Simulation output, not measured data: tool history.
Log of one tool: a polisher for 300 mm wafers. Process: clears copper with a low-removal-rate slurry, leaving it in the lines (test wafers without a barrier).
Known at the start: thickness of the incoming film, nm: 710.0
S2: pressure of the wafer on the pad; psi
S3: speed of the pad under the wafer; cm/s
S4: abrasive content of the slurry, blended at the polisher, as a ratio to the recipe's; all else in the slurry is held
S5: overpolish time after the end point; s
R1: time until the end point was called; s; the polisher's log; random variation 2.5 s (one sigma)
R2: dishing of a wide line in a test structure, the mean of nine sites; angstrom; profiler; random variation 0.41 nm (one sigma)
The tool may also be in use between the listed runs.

{"run": 1, "hour": 0.0, "flow of slurry (ml/min)": 245, "S2": 3.9, "S3": 138, "S4": 1.0, "S5": 11, "R1": 131.37, "R2": 406.67}
{"run": 2, "hour": 8.5, "flow of slurry (ml/min)": 245, "S2": 3.9, "S3": 138, "S4": 1.0, "S5": 6, "R1": 133.44, "R2": 243.39}
{"run": 3, "hour": 9.2, "flow of slurry (ml/min)": 245, "S2": 3.9, "S3": 138, "S4": 0.8, "S5": 6, "R1": 141.7, "R2": 234.88}
{"run": 4, "hour": 13.1, "flow of slurry (ml/min)": 245, "S2": 3.9, "S3": 138, "S4": 0.8, "S5": 3, "R1": 141.77, "R2": 120.99}
{"run": 5, "hour": 16.3, "flow of slurry (ml/min)": 245, "S2": 3.9, "S3": 166, "S4": 0.8, "S5": 3, "R1": 127.15, "R2": 132.85}
{"run": 6, "hour": 22.1, "flow of slurry (ml/min)": 245, "S2": 3.9, "S3": 136, "S4": 0.8, "S5": 3, "R1": 142.77, "R2": 117.02}

The next listed run, before its measurement:
{"run": 7, "hour": 22.8, "flow of slurry (ml/min)": 245, "S2": 3.9, "S3": 138, "S4": 0.85, "S5": 3, "R1": "?", "R2": "?"}

{"run 7": {"R1": 134.5, "R2": 120.5}}
